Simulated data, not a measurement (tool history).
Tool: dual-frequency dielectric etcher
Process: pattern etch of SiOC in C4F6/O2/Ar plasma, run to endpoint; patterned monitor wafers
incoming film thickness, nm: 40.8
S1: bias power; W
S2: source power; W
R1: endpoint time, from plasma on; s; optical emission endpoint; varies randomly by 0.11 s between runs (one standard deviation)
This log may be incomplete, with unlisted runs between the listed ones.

run 1 day=0 | S1=488 S2=460 | R1=13.16
run 2 day=0.121 | S1=472 S2=450 | R1=13.334
run 3 day=0.467 | S1=472 S2=530 | R1=12.452
run 4 day=0.742 | S1=472 S2=490 | R1=13.094
run 5 day=0.825 | S1=456 S2=480 | R1=13.147
run 6 day=0.896 | S1=406 S2=480 | R1=13.644
run 7 day=0.929 | S1=396 S2=470 | R1=14.068
run 8 day=0.975 | S1=387 S2=470 | R1=14.248
run 9 day=1.267 | S1=379 S2=470 | R1=14.094
run 10 day=1.596 | S1=371 S2=460 | R1=14.295
run 11 day=1.842 | S1=364 S2=450 | R1=14.881
run 12 day=1.954 | S1=359 S2=450 | R1=14.63
run 13 day=2.129 | S1=353 S2=450 | R1=14.842
run 14 day=2.25 | S1=348 S2=450 | R1=14.943
run 15 day=2.338 | S1=343 S2=450 | R1=14.882
-- day=2.65 bias power generator calibrated
run 16 day=2.65 | S1=339 S2=450 | R1=15.238
run 17 day=2.746 | S1=336 S2=450 | R1=15.361

Forecast run 18:
run 18 day=2.788 | S1=334 S2=450 | R1=?

{"run 18": {"R1": 15.087}}
